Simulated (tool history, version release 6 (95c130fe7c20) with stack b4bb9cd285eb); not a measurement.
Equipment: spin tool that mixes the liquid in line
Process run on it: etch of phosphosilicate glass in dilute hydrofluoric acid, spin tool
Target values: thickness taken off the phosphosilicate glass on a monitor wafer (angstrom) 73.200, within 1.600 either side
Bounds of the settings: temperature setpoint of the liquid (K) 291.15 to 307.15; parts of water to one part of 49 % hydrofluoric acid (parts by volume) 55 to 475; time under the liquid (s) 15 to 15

run,hour,temperature setpoint of the liquid (K),parts of water to one part of 49 % hydrofluoric acid (parts by volume),time under the liquid (s),thickness taken off the phosphosilicate glass on a monitor wafer (angstrom)
1,0.0,299.15,265,15,98.116
2,0.8,299.15,265,15,98.945
3,2.1,297.65,265,15,94.817
4,2.8,297.65,305,15,79.507
5,5.5,297.15,305,15,77.263
6,13.5,297.15,255,15,98.614
7,18.5,296.15,260,15,91.209
8,22.0,295.15,260,15,88.133
9,25.9,294.65,260,15,85.357
10,31.7,294.15,260,15,84.942
11,39.5,293.65,260,15,83.706
12,40.8,293.15,260,15,82.840
13,41.5,292.65,260,15,81.015
14,44.0,291.65,265,15,75.291

Exactly one of the 4 candidate moves below puts every result within its allowed miss. Which one?
A,46.5,291.15,270,15,?
B,46.5,291.15,250,15,?
C,46.5,294.15,280,15,?
D,46.5,291.15,255,15,?

move,thickness taken off the phosphosilicate glass on a monitor wafer (angstrom)
A,71.932
B,79.073
C,76.863
D,77.178
A: hits every target within its allowed miss
B: misses by more than the last run did
C: misses by more than the last run did
D: misses by more than the last run did
A meets every target.
